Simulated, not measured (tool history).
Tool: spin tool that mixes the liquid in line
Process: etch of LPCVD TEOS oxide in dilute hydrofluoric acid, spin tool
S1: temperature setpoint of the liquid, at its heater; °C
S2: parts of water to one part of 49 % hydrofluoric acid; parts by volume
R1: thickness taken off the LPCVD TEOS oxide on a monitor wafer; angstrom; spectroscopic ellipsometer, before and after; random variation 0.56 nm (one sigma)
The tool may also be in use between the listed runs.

Run 1, hour 0.0: S1 23.0 °C, S2 260 parts by volume, time under the liquid (s) 185. Result: R1 320.77 angstrom.
Run 2, hour 4.2: S1 23.0 °C, S2 210 parts by volume, time under the liquid (s) 185. Result: R1 413.59 angstrom.
Run 3, hour 6.7: S1 25.5 °C, S2 180 parts by volume, time under the liquid (s) 185. Result: R1 550.72 angstrom.
Run 4, hour 12.4: S1 23.5 °C, S2 180 parts by volume, time under the liquid (s) 185. Result: R1 512.55 angstrom.
Run 5, hour 15.0: S1 26.0 °C, S2 165 parts by volume, time under the liquid (s) 185. Result: R1 610.99 angstrom.
Run 6, hour 18.2: S1 28.0 °C, S2 165 parts by volume, time under the liquid (s) 185. Result: R1 668.56 angstrom.
Run 7, hour 25.1: S1 31.0 °C, S2 125 parts by volume, time under the liquid (s) 185. Result: R1 1042.90 angstrom.
Run 8, hour 25.8: S1 28.5 °C, S2 125 parts by volume, time under the liquid (s) 185. Result: R1 938.19 angstrom.

The next listed run, before its measurement:
Run 9, hour 32.0: S1 28.5 °C, S2 125 parts by volume, time under the liquid (s) 185. Result: R1 ?.

R1: 939.63 angstrom
